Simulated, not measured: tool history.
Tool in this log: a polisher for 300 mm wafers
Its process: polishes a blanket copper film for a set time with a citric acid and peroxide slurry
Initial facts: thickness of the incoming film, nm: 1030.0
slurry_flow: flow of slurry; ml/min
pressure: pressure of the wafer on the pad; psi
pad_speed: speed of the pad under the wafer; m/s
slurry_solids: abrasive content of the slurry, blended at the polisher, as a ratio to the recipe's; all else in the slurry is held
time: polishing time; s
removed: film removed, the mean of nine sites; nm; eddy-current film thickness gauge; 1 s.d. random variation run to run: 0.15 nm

run  hour  slurry_flow  pressure  pad_speed  slurry_solids  time  removed
  1   0.0          240       4.1       1.10           1.00    17   57.578
  2   0.6          235       3.5       0.96           1.00    17   42.996
  3   6.2          235       3.5       0.96           1.00    15   37.819
  4   8.8          235       3.5       0.96           1.00    15   37.887
  5  11.3          230       3.1       0.92           1.00    15   32.605
  6  17.0          230       3.1       0.92           0.85    15   31.201
  7  24.3          215       2.0       0.72           0.85    15   16.360
  8  27.5          240       2.1       0.72           0.85    15   17.504
  9  30.6          260       2.2       0.72           0.85    15   18.165

Forecast run 10:
 10  35.5          265       2.3       0.72           0.85    15        ?

Run 10 measured removed 19.047 nm.
